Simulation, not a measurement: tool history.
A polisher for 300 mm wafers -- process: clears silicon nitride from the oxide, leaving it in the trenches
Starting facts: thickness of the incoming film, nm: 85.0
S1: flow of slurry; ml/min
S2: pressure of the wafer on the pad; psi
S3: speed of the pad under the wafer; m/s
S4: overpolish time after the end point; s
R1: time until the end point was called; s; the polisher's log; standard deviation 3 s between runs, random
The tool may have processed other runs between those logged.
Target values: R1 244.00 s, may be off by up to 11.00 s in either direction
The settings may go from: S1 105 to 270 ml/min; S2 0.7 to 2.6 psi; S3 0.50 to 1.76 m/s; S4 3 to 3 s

run  hour   S1   S2    S3  S4      R1
  1   0.0  175  1.6  1.12   3  161.12
  2   2.4  175  1.5  1.12   3  172.71
  3  10.6  175  1.4  1.12   3  187.10
  4  15.0  175  1.4  1.32   3  156.67
  5  20.6  175  1.4  1.16   3  176.07
  6  23.4  175  1.3  1.16   3  189.49
  7  29.4  175  1.2  1.16   3  199.99
  8  31.0  175  1.1  1.16   3  220.07

Exercise: of the 4 proposed moves below, exactly one satisfies all targets within the stated allowed misses. Which move is it?
  A  32.6  170  1.2  1.22   3   ?
  B  32.6  165  1.1  1.26   3   ?
  C  32.6  195  0.9  1.50   3   ?
  D  32.6  180  1.0  1.12   3   ?

move      R1
   A  194.05
   B  203.81
   C  199.45
   D  245.00
A: lands further from the targets than the last run did
B: lands further from the targets than the last run did
C: lands further from the targets than the last run did
D: every result lands within tolerance
Go with D: it meets all targets.
